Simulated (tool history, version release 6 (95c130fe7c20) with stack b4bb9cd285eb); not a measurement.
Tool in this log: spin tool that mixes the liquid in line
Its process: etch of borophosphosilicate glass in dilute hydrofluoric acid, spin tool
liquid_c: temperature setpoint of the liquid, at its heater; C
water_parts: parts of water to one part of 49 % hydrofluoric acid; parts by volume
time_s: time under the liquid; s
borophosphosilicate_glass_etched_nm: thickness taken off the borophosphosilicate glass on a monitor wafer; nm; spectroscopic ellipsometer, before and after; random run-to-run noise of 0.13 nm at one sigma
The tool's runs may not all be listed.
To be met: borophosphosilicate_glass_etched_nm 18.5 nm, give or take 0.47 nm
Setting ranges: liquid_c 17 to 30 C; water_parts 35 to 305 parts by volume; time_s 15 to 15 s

run	hour	liquid_c	water_parts	time_s	borophosphosilicate_glass_etched_nm
1	0	22	170	15	5.4006
2	6.1	20	170	15	4.9976
3	9.9	22.5	135	15	7.1837
4	11.4	24.5	110	15	9.9814
5	16.6	26	100	15	11.782
6	24.3	22.5	100	15	10.24
7	26.8	24.5	90	15	12.35
8	34.7	26	85	15	13.971
9	39	27	85	15	14.495
10	44.7	27.5	80	15	15.808
11	52.3	28	80	15	16.159
12	54	28.5	80	15	16.47
13	62.4	28.5	80	15	16.715
14	68.3	28.5	80	15	16.577
15	74	29	80	15	17.173
16	80	29.5	80	15	17.215

Of the 4 settings listed for the next run, only one would bring every result within its allowed miss of target. Which one?
A	86	27.5	70	15	?
B	86	24.5	60	15	?
C	86	30	80	15	?
D	86	29	80	15	?

move	borophosphosilicate_glass_etched_nm
A	18.305
B	19.201
C	17.396
D	16.742
A: hits every target within its allowed miss
B: carries the result that was furthest off beyond its target, to the other side
C: an improvement on the last run, though not all results are within tolerance
D: moves away from the targets compared with the last run
Move A is the one to make.
